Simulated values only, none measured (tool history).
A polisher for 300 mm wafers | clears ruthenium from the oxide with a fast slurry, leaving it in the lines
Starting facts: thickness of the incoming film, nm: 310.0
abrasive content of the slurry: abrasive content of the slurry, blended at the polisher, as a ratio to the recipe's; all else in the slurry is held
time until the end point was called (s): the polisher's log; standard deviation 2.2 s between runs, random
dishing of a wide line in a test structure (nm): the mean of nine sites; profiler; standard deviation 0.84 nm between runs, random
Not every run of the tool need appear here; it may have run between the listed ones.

run	hour	flow of slurry (ml/min)	pressure of the wafer on the pad (psi)	speed of the pad under the wafer (m/s)	abrasive content of the slurry	overpolish time after the end point (s)	time until the end point was called (s)	dishing of a wide line in a test structure (nm)
1	0.0	195	2.7	1.20	1.0	20	77.841	57.990
2	1.1	145	2.7	1.20	1.0	20	81.401	55.711
3	8.0	145	2.7	1.06	1.0	20	93.084	49.396
4	14.2	145	2.4	1.06	1.0	20	102.070	49.279
5	18.5	145	2.2	1.04	1.0	19	107.850	45.715
6	22.9	170	2.2	1.04	1.0	19	105.290	45.785
7	31.2	165	2.0	1.02	1.0	19	114.060	41.787
8	37.6	160	1.8	1.00	1.0	20	123.290	42.984

For run 9, what comes out?
9	44.8	160	1.8	1.00	1.0	20	?	?

{"run 9": {"time until the end point was called (s)": 123.56, "dishing of a wide line in a test structure (nm)": 40.352}}
